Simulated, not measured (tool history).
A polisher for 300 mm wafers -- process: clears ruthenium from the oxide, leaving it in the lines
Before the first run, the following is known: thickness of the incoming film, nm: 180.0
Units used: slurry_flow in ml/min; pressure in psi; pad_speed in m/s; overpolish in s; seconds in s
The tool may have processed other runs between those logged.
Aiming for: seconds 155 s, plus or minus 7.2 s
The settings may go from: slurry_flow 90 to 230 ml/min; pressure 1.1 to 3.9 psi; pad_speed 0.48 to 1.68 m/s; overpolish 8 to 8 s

run	day	slurry_flow	pressure	pad_speed	overpolish	seconds
1	0	150	2.5	1.08	8	102.01
2	0.225	150	2.3	1.08	8	108.75
3	0.496	150	2.1	1.08	8	119.1
4	0.788	150	2	1.08	8	128.11
5	0.904	165	2	1.08	8	124.36
6	1.058	165	2.4	1.08	8	104.85
7	1.108	165	2.2	1.08	8	112.73
8	1.467	160	2.1	1.08	8	119.2
9	1.654	160	2	1.08	8	122.5
10	1.821	160	1.9	1.08	8	130.66
11	1.875	155	1.5	1.06	8	167.32

Which of these 4 next moves meets every target?
A	1.929	170	1.3	1.06	8	?
B	1.929	155	1.7	1.12	8	?
C	1.929	170	1.6	0.98	8	?
D	1.929	140	1.7	1.02	8	?

move	seconds
A	190.8
B	142.62
C	168.68
D	158.87
A: further off than the last run
B: takes the biggest miss from the last run beyond its target
C: further off than the last run
D: every result within its allowed miss
So the answer is move D, the one that meets all the targets.
